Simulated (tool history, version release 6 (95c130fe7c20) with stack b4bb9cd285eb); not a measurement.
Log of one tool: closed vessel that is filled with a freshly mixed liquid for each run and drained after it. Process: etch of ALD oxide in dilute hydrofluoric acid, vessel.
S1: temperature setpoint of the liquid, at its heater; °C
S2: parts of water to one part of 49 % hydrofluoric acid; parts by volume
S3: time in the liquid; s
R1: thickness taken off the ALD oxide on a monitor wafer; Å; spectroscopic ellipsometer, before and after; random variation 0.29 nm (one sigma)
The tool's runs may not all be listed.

Run 1, day 0.000: S1 26.0 °C, S2 80 parts by volume, S3 90 s. Result: R1 413.62 Å.
Run 2, day 0.046: S1 27.5 °C, S2 75 parts by volume, S3 90 s. Result: R1 470.47 Å.
Run 3, day 0.083: S1 29.0 °C, S2 70 parts by volume, S3 90 s. Result: R1 542.39 Å.
Run 4, day 0.438: S1 30.0 °C, S2 70 parts by volume, S3 90 s. Result: R1 562.31 Å.
Run 5, day 0.533: S1 31.0 °C, S2 70 parts by volume, S3 90 s. Result: R1 586.55 Å.
Run 6, day 0.862: S1 31.5 °C, S2 70 parts by volume, S3 90 s. Result: R1 596.19 Å.

Forecast run 7:
Run 7, day 1.083: S1 34.0 °C, S2 60 parts by volume, S3 90 s. Result: R1 ?.

{"run 7": {"R1": 770.33}}

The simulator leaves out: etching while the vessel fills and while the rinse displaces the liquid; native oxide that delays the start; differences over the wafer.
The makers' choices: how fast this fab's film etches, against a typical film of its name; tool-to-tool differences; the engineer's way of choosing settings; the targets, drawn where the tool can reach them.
